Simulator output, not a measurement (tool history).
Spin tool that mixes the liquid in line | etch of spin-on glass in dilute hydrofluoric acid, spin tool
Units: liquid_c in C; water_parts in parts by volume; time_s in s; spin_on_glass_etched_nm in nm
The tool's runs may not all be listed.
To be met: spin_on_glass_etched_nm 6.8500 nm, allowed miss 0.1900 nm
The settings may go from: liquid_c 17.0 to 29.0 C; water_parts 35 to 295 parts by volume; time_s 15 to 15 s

run 1 hour=0.0 | liquid_c=21.0 water_parts=165 time_s=15 | spin_on_glass_etched_nm=5.0725
run 2 hour=2.5 | liquid_c=23.0 water_parts=165 time_s=15 | spin_on_glass_etched_nm=5.5269
run 3 hour=5.4 | liquid_c=26.0 water_parts=165 time_s=15 | spin_on_glass_etched_nm=6.1918
run 4 hour=11.8 | liquid_c=26.5 water_parts=165 time_s=15 | spin_on_glass_etched_nm=6.3070
run 5 hour=15.9 | liquid_c=27.0 water_parts=165 time_s=15 | spin_on_glass_etched_nm=6.4136
run 6 hour=23.5 | liquid_c=27.0 water_parts=125 time_s=15 | spin_on_glass_etched_nm=8.8592
run 7 hour=28.1 | liquid_c=25.0 water_parts=125 time_s=15 | spin_on_glass_etched_nm=8.2811
-- hour=35.1 hydrofluoric acid flow meter replaced
run 8 hour=35.1 | liquid_c=23.5 water_parts=125 time_s=15 | spin_on_glass_etched_nm=8.2981
run 9 hour=43.8 | liquid_c=22.0 water_parts=125 time_s=15 | spin_on_glass_etched_nm=7.8657

5 next moves are on the table. One of them brings every result within its allowed miss. Which?
run A hour=52.5 | liquid_c=20.5 water_parts=140 time_s=15 | spin_on_glass_etched_nm=?
run B hour=52.5 | liquid_c=24.0 water_parts=160 time_s=15 | spin_on_glass_etched_nm=?
run C hour=52.5 | liquid_c=23.0 water_parts=145 time_s=15 | spin_on_glass_etched_nm=?
run D hour=52.5 | liquid_c=21.0 water_parts=145 time_s=15 | spin_on_glass_etched_nm=?
run E hour=52.5 | liquid_c=19.5 water_parts=135 time_s=15 | spin_on_glass_etched_nm=?

move=A spin_on_glass_etched_nm=6.4874
move=B spin_on_glass_etched_nm=6.3634
move=C spin_on_glass_etched_nm=6.8726
move=D spin_on_glass_etched_nm=6.3551
move=E spin_on_glass_etched_nm=6.4975
A: takes the result that was furthest off past its target
B: takes the result that was furthest off past its target
C: meets every target
D: takes the result that was furthest off past its target
E: takes the result that was furthest off past its target
The right move is C.

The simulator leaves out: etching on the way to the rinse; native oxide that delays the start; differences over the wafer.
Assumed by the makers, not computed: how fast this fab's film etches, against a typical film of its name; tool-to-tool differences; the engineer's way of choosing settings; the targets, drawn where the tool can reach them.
